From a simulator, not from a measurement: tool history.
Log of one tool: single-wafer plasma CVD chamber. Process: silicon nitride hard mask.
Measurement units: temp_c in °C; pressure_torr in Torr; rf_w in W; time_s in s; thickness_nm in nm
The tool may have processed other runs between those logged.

run 1 hour=0.0 | temp_c=400 pressure_torr=1.08 rf_w=270 time_s=67.5 | thickness_nm=61.288
run 2 hour=8.6 | temp_c=400 pressure_torr=1.04 rf_w=260 time_s=67.5 | thickness_nm=57.323
run 3 hour=13.8 | temp_c=400 pressure_torr=1.04 rf_w=260 time_s=69.7 | thickness_nm=59.042
run 4 hour=21.7 | temp_c=400 pressure_torr=1.04 rf_w=260 time_s=69.7 | thickness_nm=58.723
run 5 hour=30.7 | temp_c=400 pressure_torr=1.00 rf_w=255 time_s=69.6 | thickness_nm=56.257
run 6 hour=38.0 | temp_c=391 pressure_torr=1.00 rf_w=255 time_s=69.6 | thickness_nm=56.913
run 7 hour=46.5 | temp_c=391 pressure_torr=0.97 rf_w=250 time_s=69.5 | thickness_nm=55.095

What will run 8 give?
run 8 hour=48.5 | temp_c=391 pressure_torr=0.94 rf_w=245 time_s=69.4 | thickness_nm=?

Run 8 produced thickness_nm 52.723 nm.
